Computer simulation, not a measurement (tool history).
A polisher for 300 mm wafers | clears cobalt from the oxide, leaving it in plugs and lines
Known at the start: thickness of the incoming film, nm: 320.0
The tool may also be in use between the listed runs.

run  hour  flow of slurry (ml/min)  pressure of the wafer on the pad (psi)  speed of the pad under the wafer (cm/s)  overpolish time after the end point (s)  time until the end point was called (s)  dishing of a wide line in a test structure (nm)
  1   0.0                      195                                     1.3                                       98                                       10                                  101.680                                           21.779
  2   7.9                      195                                     1.3                                      110                                       10                                   91.641                                           23.437
  3  13.8                      195                                     1.0                                      110                                       10                                  111.580                                           19.307
  4  18.8                      195                                     1.1                                      110                                       11                                  103.550                                           22.909
  5  20.5                      195                                     1.1                                       94                                       11                                  118.030                                           20.273
  6  21.7                      195                                     1.1                                       80                                       11                                  141.970                                           17.734
  7  25.9                      195                                     1.1                                       80                                       11                                  140.090                                           17.409
  8  31.6                      195                                     1.2                                       80                                       12                                  129.040                                           20.711
  9  38.2                      195                                     1.3                                       80                                       12                                  123.290                                           22.153
 10  46.6                      195                                     1.4                                       80                                       12                                  112.320                                           23.041

What does the tool deliver on the next run?
 11  50.8                      195                                     1.4                                       80                                       13                                        ?                                                ?

{"run 11": {"time until the end point was called (s)": 115.91, "dishing of a wide line in a test structure (nm)": 24.714}}
